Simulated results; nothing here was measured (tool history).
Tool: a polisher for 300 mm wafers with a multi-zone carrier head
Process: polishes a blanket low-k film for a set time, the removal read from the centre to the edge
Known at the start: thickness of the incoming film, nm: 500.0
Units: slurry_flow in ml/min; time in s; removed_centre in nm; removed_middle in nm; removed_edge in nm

run 1 hour=0.0 | slurry_flow=285 centre_zone=1.00 middle_zone=1.00 edge_zone=1.00 slurry_solids=1.00 time=30 | removed_centre=15.392 removed_middle=15.238 removed_edge=15.529
run 2 hour=5.0 | slurry_flow=255 centre_zone=1.00 middle_zone=1.00 edge_zone=1.00 slurry_solids=1.00 time=30 | removed_centre=15.054 removed_middle=15.271 removed_edge=15.237
run 3 hour=9.7 | slurry_flow=305 centre_zone=1.00 middle_zone=1.00 edge_zone=1.00 slurry_solids=1.00 time=30 | removed_centre=15.333 removed_middle=15.270 removed_edge=15.520
run 4 hour=16.3 | slurry_flow=315 centre_zone=1.04 middle_zone=1.00 edge_zone=1.04 slurry_solids=1.05 time=30 | removed_centre=16.512 removed_middle=15.486 removed_edge=15.891
run 5 hour=19.1 | slurry_flow=315 centre_zone=1.04 middle_zone=1.00 edge_zone=0.96 slurry_solids=1.05 time=30 | removed_centre=16.411 removed_middle=15.593 removed_edge=15.544
run 6 hour=23.0 | slurry_flow=325 centre_zone=1.05 middle_zone=0.99 edge_zone=0.99 slurry_solids=1.10 time=30 | removed_centre=17.104 removed_middle=16.038 removed_edge=16.803

Forecast run 7:
run 7 hour=24.2 | slurry_flow=330 centre_zone=1.07 middle_zone=0.99 edge_zone=0.99 slurry_solids=1.10 time=30 | removed_centre=? removed_middle=? removed_edge=?

Run 7 gave removed_centre 17.312 nm, removed_middle 15.783 nm, removed_edge 16.627 nm.

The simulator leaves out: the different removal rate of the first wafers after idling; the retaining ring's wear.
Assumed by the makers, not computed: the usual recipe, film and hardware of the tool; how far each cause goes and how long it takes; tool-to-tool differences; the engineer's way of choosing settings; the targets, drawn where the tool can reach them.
